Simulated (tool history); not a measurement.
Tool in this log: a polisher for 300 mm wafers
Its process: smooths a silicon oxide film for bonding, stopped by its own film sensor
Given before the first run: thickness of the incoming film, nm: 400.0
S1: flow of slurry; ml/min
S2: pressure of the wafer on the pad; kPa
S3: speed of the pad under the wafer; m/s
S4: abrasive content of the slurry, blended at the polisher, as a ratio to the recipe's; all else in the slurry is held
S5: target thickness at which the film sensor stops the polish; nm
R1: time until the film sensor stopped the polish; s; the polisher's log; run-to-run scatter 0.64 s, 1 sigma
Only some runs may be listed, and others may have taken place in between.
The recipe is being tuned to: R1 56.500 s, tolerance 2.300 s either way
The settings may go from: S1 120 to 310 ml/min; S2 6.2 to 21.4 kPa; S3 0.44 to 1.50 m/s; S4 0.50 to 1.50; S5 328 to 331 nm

run,hour,S1,S2,S3,S4,S5,R1
1,0.0,200,13.8,0.96,1.00,331,87.147
2,7.6,235,13.8,0.96,1.00,331,88.587
3,10.7,235,13.8,0.72,1.00,331,109.400
4,11.2,235,13.8,0.72,1.00,328,112.600
5,16.8,275,13.8,0.72,1.00,328,112.550
6,22.6,255,13.8,0.72,1.00,328,110.050
7,27.2,255,14.5,0.74,1.00,328,107.210
8,36.1,260,18.6,1.02,1.05,328,66.757
9,44.6,260,20.0,1.04,1.05,328,60.885

Which of these 5 next moves meets every target?
A,53.1,245,19.3,1.12,1.05,330,?
B,53.1,275,17.9,1.12,0.95,329,?
C,53.1,270,20.7,0.96,1.10,328,?
D,53.1,260,18.6,1.32,1.15,329,?
E,53.1,235,19.3,1.02,0.95,330,?

move,R1
A,56.843
B,62.531
C,60.933
D,50.620
E,63.196
A: every result lands within tolerance
B: moves away from the targets compared with the last run
C: just as far off the targets as the last run
D: pushes the last run's worst result past its target
E: moves away from the targets compared with the last run
Correct choice: A, which meets every target
